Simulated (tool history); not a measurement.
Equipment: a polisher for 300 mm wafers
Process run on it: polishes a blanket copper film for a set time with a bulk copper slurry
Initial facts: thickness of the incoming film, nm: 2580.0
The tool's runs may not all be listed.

run	hour	flow of slurry (ml/min)	pressure of the wafer on the pad (psi)	speed of the pad under the wafer (cm/s)	abrasive content of the slurry	polishing time (s)	film removed (angstrom)
1	0	270	3	124	1	42	4335.9
2	8.2	270	3.3	124	1	42	4577
3	10.3	270	3	122	1	42	4220.3
4	17	220	3	122	1	42	4109.1
5	21.8	220	3	134	1	42	4579.4
6	26.2	220	3	134	1	42	4555.7
7	31.1	220	2.7	134	1	42	4196.9
8	38.7	220	2.5	134	1	42	4115
9	42.3	220	2.3	134	1	42	3839.2
10	43	220	2.2	134	1	42	3807.2
11	47	220	2.1	134	1	42	3781.3

Run 12 is up next; what results do you expect?
12	52.1	220	2	134	1	42	?

Run 12 measured film removed (angstrom) 3503.
